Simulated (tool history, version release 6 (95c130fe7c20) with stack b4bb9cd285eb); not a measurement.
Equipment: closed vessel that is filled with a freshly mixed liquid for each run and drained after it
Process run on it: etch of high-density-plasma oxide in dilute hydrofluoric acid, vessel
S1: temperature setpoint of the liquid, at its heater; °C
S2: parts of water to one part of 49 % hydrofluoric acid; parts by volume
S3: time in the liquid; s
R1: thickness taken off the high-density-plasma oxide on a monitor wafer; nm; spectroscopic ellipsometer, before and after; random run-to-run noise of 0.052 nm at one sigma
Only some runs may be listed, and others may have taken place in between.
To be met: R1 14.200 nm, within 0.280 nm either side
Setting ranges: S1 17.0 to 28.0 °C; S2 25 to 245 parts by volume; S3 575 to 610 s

run 1 day=0.000 | S1=20.0 S2=135 S3=575 | R1=20.269
run 2 day=0.225 | S1=21.5 S2=135 S3=575 | R1=21.596
run 3 day=0.438 | S1=25.0 S2=135 S3=575 | R1=24.756
run 4 day=0.696 | S1=21.5 S2=135 S3=575 | R1=21.510
run 5 day=1.083 | S1=21.5 S2=155 S3=575 | R1=18.414
run 6 day=1.300 | S1=22.5 S2=155 S3=575 | R1=19.170
run 7 day=1.433 | S1=21.5 S2=155 S3=575 | R1=18.346
run 8 day=1.675 | S1=20.5 S2=155 S3=575 | R1=17.716
run 9 day=1.967 | S1=20.0 S2=155 S3=575 | R1=17.275
run 10 day=2.117 | S1=19.5 S2=155 S3=575 | R1=16.957
run 11 day=2.442 | S1=19.0 S2=155 S3=575 | R1=16.680
run 12 day=2.521 | S1=18.5 S2=155 S3=575 | R1=16.446
run 13 day=2.633 | S1=18.0 S2=160 S3=575 | R1=15.432
run 14 day=2.942 | S1=17.5 S2=165 S3=575 | R1=14.622

Which of these 5 next moves meets every target?
run A day=3.250 | S1=19.5 S2=190 S3=605 | R1=?
run B day=3.250 | S1=17.0 S2=170 S3=610 | R1=?
run C day=3.250 | S1=18.0 S2=165 S3=585 | R1=?
run D day=3.250 | S1=17.0 S2=180 S3=595 | R1=?
run E day=3.250 | S1=17.0 S2=160 S3=575 | R1=?

move=A R1=14.132
move=B R1=14.697
move=C R1=15.193
move=D R1=13.413
move=E R1=14.861
A: every result within its allowed miss
B: lands further from the targets than the last run did
C: lands further from the targets than the last run did
D: moves the result that the last run missed by most past its target, out the other side
E: lands further from the targets than the last run did
A meets every target.
